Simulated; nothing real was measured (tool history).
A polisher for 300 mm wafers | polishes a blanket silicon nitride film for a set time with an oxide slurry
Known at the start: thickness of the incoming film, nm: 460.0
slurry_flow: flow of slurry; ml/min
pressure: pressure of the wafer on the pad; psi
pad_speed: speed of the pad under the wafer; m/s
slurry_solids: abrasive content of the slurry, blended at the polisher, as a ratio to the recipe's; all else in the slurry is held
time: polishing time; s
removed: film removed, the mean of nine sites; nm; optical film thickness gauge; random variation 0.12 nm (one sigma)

run 1 day=0.000 | slurry_flow=215 pressure=3.9 pad_speed=1.08 slurry_solids=1.0 time=31 | removed=19.154
run 2 day=0.079 | slurry_flow=215 pressure=3.7 pad_speed=1.08 slurry_solids=1.0 time=31 | removed=18.207
run 3 day=0.325 | slurry_flow=215 pressure=3.7 pad_speed=1.08 slurry_solids=1.0 time=31 | removed=18.232
run 4 day=0.608 | slurry_flow=215 pressure=3.5 pad_speed=1.08 slurry_solids=1.0 time=31 | removed=17.225
run 5 day=0.896 | slurry_flow=215 pressure=3.4 pad_speed=1.08 slurry_solids=1.0 time=31 | removed=16.962
run 6 day=1.225 | slurry_flow=215 pressure=3.4 pad_speed=1.08 slurry_solids=1.0 time=31 | removed=16.992
run 7 day=1.529 | slurry_flow=215 pressure=3.3 pad_speed=1.08 slurry_solids=1.0 time=31 | removed=16.154
run 8 day=1.846 | slurry_flow=215 pressure=3.3 pad_speed=1.08 slurry_solids=1.0 time=31 | removed=16.366
run 9 day=2.188 | slurry_flow=215 pressure=3.2 pad_speed=1.08 slurry_solids=1.0 time=31 | removed=16.024
run 10 day=2.246 | slurry_flow=215 pressure=3.1 pad_speed=1.08 slurry_solids=1.0 time=31 | removed=15.612

Forecast run 11:
run 11 day=2.379 | slurry_flow=215 pressure=3.0 pad_speed=1.08 slurry_solids=1.0 time=31 | removed=?

removed: 14.951 nm

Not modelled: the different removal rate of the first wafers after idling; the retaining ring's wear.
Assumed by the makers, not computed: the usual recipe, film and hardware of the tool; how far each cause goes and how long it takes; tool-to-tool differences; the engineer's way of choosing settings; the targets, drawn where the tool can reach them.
